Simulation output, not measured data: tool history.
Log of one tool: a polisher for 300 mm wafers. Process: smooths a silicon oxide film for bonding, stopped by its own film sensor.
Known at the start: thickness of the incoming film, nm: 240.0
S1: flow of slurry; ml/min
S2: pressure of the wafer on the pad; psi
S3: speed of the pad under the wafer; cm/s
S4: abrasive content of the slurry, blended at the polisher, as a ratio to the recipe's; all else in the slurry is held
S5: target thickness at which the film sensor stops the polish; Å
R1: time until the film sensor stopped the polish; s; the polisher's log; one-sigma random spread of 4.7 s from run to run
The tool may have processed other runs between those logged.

run  hour   S1   S2  S3    S4    S5      R1
  1     0  320  1.6  86     1  1650  154.57
  2   1.5  320  1.6  86  1.15  1650  139.08
  3  10.3  320  1.4  80  1.15  1650  172.93
  4  15.5  320  1.6  80  1.15  1650  148.14
  5    23  320  1.6  80  1.15  1650  148.75
  6  29.6  320  1.4  76  1.15  1650  179.43

Forecast run 7:
     31.2  -- worn pad replaced by a new one
  7  31.2  320  1.2  74  1.15  1650   ?

{"run 7": {"R1": 187.32}}
